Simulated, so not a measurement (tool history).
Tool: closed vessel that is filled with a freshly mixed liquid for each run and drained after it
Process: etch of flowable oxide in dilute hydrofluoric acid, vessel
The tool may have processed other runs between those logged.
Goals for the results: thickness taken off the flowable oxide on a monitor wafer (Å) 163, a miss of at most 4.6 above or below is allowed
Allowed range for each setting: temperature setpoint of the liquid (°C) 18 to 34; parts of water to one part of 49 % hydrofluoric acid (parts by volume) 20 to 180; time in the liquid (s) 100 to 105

run,hour,temperature setpoint of the liquid (°C),parts of water to one part of 49 % hydrofluoric acid (parts by volume),time in the liquid (s),thickness taken off the flowable oxide on a monitor wafer (Å)
1,0,26,100,100,295.06
2,3.3,26,100,105,310.94
3,4.7,26,70,105,463.13
4,13.3,24,85,105,344.03
5,20.3,24,110,105,260.18
6,26.3,22.5,110,105,247.92
7,28.4,21.5,115,105,221.87
8,32.7,20.5,120,105,204.53
9,39.6,20,125,105,190.61
10,43.3,19.5,125,105,186.72
11,46.2,19,125,105,183
12,49.4,18.5,125,105,180.43
13,52.6,18,130,105,168.39

Which of these 4 next moves meets every target?
A,55.8,18.5,140,100,?
B,55.8,18,125,105,?
C,55.8,18,135,100,?
D,55.8,18,135,105,?

move,thickness taken off the flowable oxide on a monitor wafer (Å)
A,152.39
B,178.29
C,155.63
D,163.41
A: carries the result that was furthest off beyond its target, to the other side
B: its largest miss is bigger than the last run's
C: carries the result that was furthest off beyond its target, to the other side
D: in spec on every target
Move D is the one to make.

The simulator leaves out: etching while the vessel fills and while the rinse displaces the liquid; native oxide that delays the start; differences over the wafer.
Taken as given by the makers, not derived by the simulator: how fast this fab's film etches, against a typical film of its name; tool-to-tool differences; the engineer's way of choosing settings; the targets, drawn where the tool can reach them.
